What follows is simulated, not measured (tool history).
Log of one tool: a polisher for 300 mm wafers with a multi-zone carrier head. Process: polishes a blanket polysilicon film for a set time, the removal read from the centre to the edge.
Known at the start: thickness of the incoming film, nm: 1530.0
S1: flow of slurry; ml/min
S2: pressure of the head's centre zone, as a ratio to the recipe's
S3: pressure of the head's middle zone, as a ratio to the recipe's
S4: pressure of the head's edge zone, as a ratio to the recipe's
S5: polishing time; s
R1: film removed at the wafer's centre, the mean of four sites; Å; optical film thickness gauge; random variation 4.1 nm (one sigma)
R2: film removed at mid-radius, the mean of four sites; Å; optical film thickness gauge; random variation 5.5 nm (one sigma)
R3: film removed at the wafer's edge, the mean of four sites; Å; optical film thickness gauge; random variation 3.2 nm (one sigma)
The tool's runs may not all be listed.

run	hour	S1	S2	S3	S4	S5	R1	R2	R3
1	0	220	1	1	1	58	5691.1	5072	5221.3
2	6.4	220	1.07	1	1	58	6035.3	5056.5	5259.5
3	13.3	205	1.02	0.96	1.03	58	5737.5	5005.5	5283.2
4	15	205	1.02	0.96	0.95	58	5777.9	4990.5	5043.6
5	23.9	210	1	0.92	1.01	57	5507.1	4720	5151
6	32.4	215	0.98	0.89	1.03	57	5406.8	4497.1	5284.4
# hour 41.3: centre zone pressure recalibrated
7	41.3	165	0.91	0.86	1.04	57	4436.3	4287.5	5141.6

The next listed run, before its measurement:
8	42.4	165	0.91	0.86	1.04	57	?	?	?

{"run 8": {"R1": 4381.9, "R2": 4316.3, "R3": 5120.1}}
